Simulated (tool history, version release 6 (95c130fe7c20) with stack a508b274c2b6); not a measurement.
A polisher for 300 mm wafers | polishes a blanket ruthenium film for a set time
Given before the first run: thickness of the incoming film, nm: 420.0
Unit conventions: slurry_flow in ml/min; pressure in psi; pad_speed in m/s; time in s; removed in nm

{"run": 1, "hour": 0.0, "slurry_flow": 225, "pressure": 1.9, "pad_speed": 1.1, "time": 47, "removed": 64.658}
{"run": 2, "hour": 0.8, "slurry_flow": 225, "pressure": 1.9, "pad_speed": 1.1, "time": 47, "removed": 63.268}
{"run": 3, "hour": 9.3, "slurry_flow": 170, "pressure": 1.9, "pad_speed": 1.1, "time": 47, "removed": 61.311}
{"run": 4, "hour": 17.5, "slurry_flow": 170, "pressure": 2.1, "pad_speed": 1.1, "time": 47, "removed": 68.956}
{"run": 5, "hour": 19.2, "slurry_flow": 170, "pressure": 2.0, "pad_speed": 1.06, "time": 47, "removed": 62.985}
{"run": 6, "hour": 26.3, "slurry_flow": 170, "pressure": 2.0, "pad_speed": 0.92, "time": 47, "removed": 56.414}
{"run": 7, "hour": 31.5, "slurry_flow": 170, "pressure": 1.9, "pad_speed": 0.9, "time": 47, "removed": 52.543}
{"run": 8, "hour": 35.9, "slurry_flow": 170, "pressure": 1.8, "pad_speed": 0.88, "time": 47, "removed": 49.166}

Expected results for the next run?
{"run": 9, "hour": 39.6, "slurry_flow": 170, "pressure": 1.8, "pad_speed": 0.88, "time": 47, "removed": "?"}

{"run 9": {"removed": 46.98}}
